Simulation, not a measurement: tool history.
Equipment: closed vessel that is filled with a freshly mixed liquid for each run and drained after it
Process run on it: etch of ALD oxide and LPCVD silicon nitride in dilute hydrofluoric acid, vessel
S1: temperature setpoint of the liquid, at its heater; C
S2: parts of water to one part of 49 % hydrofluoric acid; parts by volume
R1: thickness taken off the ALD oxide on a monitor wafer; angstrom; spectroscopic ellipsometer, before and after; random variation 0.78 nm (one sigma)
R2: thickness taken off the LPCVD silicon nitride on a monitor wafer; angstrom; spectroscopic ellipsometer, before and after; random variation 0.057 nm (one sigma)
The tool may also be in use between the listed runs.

Run 1, hour 0.0: S1 23.0 C, S2 80 parts by volume, time in the liquid (s) 235. Result: R1 360.30 angstrom, R2 12.653 angstrom.
Run 2, hour 7.8: S1 22.5 C, S2 65 parts by volume, time in the liquid (s) 240. Result: R1 459.36 angstrom, R2 15.179 angstrom.
Run 3, hour 13.8: S1 22.5 C, S2 55 parts by volume, time in the liquid (s) 235. Result: R1 533.28 angstrom, R2 16.825 angstrom.
Run 4, hour 19.4: S1 22.5 C, S2 50 parts by volume, time in the liquid (s) 230. Result: R1 584.92 angstrom, R2 18.309 angstrom.
Run 5, hour 23.8: S1 19.5 C, S2 50 parts by volume, time in the liquid (s) 230. Result: R1 514.10 angstrom, R2 15.671 angstrom.
Run 6, hour 32.9: S1 21.0 C, S2 45 parts by volume, time in the liquid (s) 225. Result: R1 599.90 angstrom, R2 18.489 angstrom.
Run 7, hour 38.0: S1 23.5 C, S2 20 parts by volume, time in the liquid (s) 200. Result: R1 1369.10 angstrom, R2 42.760 angstrom.
Run 8, hour 41.5: S1 22.0 C, S2 20 parts by volume, time in the liquid (s) 200. Result: R1 1284.00 angstrom, R2 38.861 angstrom.
Run 9, hour 46.0: S1 18.0 C, S2 40 parts by volume, time in the liquid (s) 200. Result: R1 535.30 angstrom, R2 14.304 angstrom.
Run 10, hour 51.7: S1 19.0 C, S2 40 parts by volume, time in the liquid (s) 190. Result: R1 524.39 angstrom, R2 14.477 angstrom.
Run 11, hour 54.6: S1 20.0 C, S2 40 parts by volume, time in the liquid (s) 185. Result: R1 543.44 angstrom, R2 15.338 angstrom.

The next listed run, before its measurement:
Run 12, hour 61.7: S1 21.0 C, S2 40 parts by volume, time in the liquid (s) 180. Result: R1 ?, R2 ?.

R1: 546.08 angstrom
R2: 16.141 angstrom

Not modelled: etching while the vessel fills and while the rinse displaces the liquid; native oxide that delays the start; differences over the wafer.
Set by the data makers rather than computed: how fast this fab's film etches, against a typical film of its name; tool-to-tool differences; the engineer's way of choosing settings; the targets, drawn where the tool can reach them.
